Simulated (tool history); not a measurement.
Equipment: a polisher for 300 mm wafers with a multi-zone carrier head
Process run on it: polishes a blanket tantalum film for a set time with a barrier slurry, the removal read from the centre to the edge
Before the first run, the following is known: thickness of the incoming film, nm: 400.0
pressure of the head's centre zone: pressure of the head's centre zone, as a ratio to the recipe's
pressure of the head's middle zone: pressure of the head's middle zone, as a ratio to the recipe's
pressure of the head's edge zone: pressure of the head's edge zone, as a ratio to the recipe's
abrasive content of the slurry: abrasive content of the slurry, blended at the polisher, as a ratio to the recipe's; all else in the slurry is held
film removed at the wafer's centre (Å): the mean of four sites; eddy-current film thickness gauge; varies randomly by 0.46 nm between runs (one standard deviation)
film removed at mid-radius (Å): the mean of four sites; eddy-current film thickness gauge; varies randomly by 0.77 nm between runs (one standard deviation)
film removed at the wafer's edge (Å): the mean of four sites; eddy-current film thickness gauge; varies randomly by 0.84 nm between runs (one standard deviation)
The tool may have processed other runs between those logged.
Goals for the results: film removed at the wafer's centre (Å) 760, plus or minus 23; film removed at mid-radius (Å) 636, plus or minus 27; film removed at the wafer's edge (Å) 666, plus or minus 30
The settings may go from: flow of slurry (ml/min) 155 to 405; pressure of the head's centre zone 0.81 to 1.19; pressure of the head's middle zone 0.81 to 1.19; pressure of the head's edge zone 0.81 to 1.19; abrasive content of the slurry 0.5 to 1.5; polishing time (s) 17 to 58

run	day	flow of slurry (ml/min)	pressure of the head's centre zone	pressure of the head's middle zone	pressure of the head's edge zone	abrasive content of the slurry	polishing time (s)	film removed at the wafer's centre (Å)	film removed at mid-radius (Å)	film removed at the wafer's edge (Å)
1	0	260	1	1	1	1	37	437.65	453.51	445.47
2	0.204	260	1	1	1	1	33	387.3	399.04	389.26
3	0.479	260	1	1	1	1.2	33	403.7	419.15	410.09
4	0.696	260	1	1.08	1	1.2	33	404.3	438.43	409.46
5	0.779	260	1.06	1.08	1	1.2	33	429.49	444.09	407.8
6	1.058	270	1.09	1.04	1.02	1.3	36	490.11	472.47	463.39
7	1.412	280	1.12	1.03	1.02	1.35	39	552.89	517.2	521.26
8	1.708	290	1.14	1.01	1	1.4	41	593.96	539.81	542.42
9	2	290	1.14	1.01	1	1.4	41	596.43	542.74	530.75
10	2.183	295	1.15	1	1.01	1.45	43	631.99	564.53	571.94

4 candidate next runs follow, results not yet known. Just one meets every target within its allowed miss. Identify it.
A	2.367	285	1.11	1.15	0.81	1.4	40	?	?	?
B	2.367	405	1.19	0.97	1.09	1.35	49	?	?	?
C	2.367	310	1.04	1.19	0.93	1.4	40	?	?	?
D	2.367	315	0.82	0.99	0.99	1.5	51	?	?	?

move	film removed at the wafer's centre (Å)	film removed at mid-radius (Å)	film removed at the wafer's edge (Å)
A	565.82	584.38	476.33
B	757.34	632.42	673.38
C	537.03	606.6	506.44
D	556.79	670.96	674.28
A: lands further from the targets than the last run did
B: in spec on every target
C: lands further from the targets than the last run did
D: lands further from the targets than the last run did
Go with B: it meets all targets.
